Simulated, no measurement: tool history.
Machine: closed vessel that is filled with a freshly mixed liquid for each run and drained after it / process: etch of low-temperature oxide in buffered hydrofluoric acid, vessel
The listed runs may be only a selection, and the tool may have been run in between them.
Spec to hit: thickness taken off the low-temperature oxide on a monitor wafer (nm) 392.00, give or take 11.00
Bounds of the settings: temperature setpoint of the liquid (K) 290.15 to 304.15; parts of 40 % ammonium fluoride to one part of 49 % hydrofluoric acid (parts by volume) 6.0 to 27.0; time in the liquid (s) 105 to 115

run	hour	temperature setpoint of the liquid (K)	parts of 40 % ammonium fluoride to one part of 49 % hydrofluoric acid (parts by volume)	time in the liquid (s)	thickness taken off the low-temperature oxide on a monitor wafer (nm)
1	0.0	296.15	16.5	105	201.88
2	2.0	297.65	16.0	105	225.99
3	7.2	298.65	15.5	105	247.49
4	10.8	302.15	15.5	105	298.28
5	20.0	302.15	19.0	105	244.86
6	27.8	302.15	19.0	105	244.69
7	37.0	304.15	14.0	105	365.27
8	39.1	304.15	12.5	105	409.70

Of the 5 settings listed for the next run, only one would bring every result within its allowed miss of target. Which one?
A	41.2	304.15	13.0	110	?
B	41.2	304.15	13.0	105	?
C	41.2	303.65	13.0	115	?
D	41.2	301.65	12.0	115	?
E	41.2	303.15	12.5	115	?

move	thickness taken off the low-temperature oxide on a monitor wafer (nm)
A	416.18
B	397.26
C	423.87
D	412.51
E	429.03
A: moves away from the targets compared with the last run
B: in spec on every target
C: moves away from the targets compared with the last run
D: moves away from the targets compared with the last run
E: moves away from the targets compared with the last run
The move that meets every target is B.
